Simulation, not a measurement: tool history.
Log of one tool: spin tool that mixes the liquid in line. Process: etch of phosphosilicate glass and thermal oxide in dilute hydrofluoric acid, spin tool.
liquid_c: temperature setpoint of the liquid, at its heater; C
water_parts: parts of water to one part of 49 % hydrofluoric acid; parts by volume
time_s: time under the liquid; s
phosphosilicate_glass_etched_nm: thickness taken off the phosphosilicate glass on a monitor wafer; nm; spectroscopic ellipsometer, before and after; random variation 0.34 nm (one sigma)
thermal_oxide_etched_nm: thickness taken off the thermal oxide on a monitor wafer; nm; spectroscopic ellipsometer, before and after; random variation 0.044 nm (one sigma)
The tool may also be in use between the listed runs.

run,hour,liquid_c,water_parts,time_s,phosphosilicate_glass_etched_nm,thermal_oxide_etched_nm
1,0,21,145,30,32.145,0.67264
2,5.3,21,145,45,47.873,1.1187
3,13.2,21,145,60,64.589,1.5204
4,19.5,21,125,60,76.236,1.7484
5,21,21,85,60,116.69,2.653
6,25.9,20.5,100,60,96.751,2.0966
7,30.2,20,115,60,79.442,1.8452

Run 8 comes next. What will it give?
8,31,19.5,125,60,?,?

{"run 8": {"phosphosilicate_glass_etched_nm": 72.078, "thermal_oxide_etched_nm": 1.5483}}
